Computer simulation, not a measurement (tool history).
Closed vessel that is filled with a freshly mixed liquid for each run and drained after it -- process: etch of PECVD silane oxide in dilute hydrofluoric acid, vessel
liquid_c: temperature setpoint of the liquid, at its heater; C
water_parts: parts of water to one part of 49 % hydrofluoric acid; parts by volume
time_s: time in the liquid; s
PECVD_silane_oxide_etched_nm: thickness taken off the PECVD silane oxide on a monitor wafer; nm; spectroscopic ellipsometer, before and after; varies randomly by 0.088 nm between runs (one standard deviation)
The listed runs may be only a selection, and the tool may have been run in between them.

run	hour	liquid_c	water_parts	time_s	PECVD_silane_oxide_etched_nm
1	0.0	21.0	160	170	18.784
2	0.7	20.0	165	170	17.252
3	7.3	19.5	165	170	17.016
4	10.7	19.0	165	170	16.671
5	12.4	19.0	200	170	13.317
6	17.8	19.0	240	170	10.754
7	20.0	21.0	240	170	11.479
8	25.8	22.5	240	170	12.171

Run 9 is up next; what results do you expect?
9	30.6	24.0	240	170	?

Logged for run 9: PECVD_silane_oxide_etched_nm 12.936 nm.
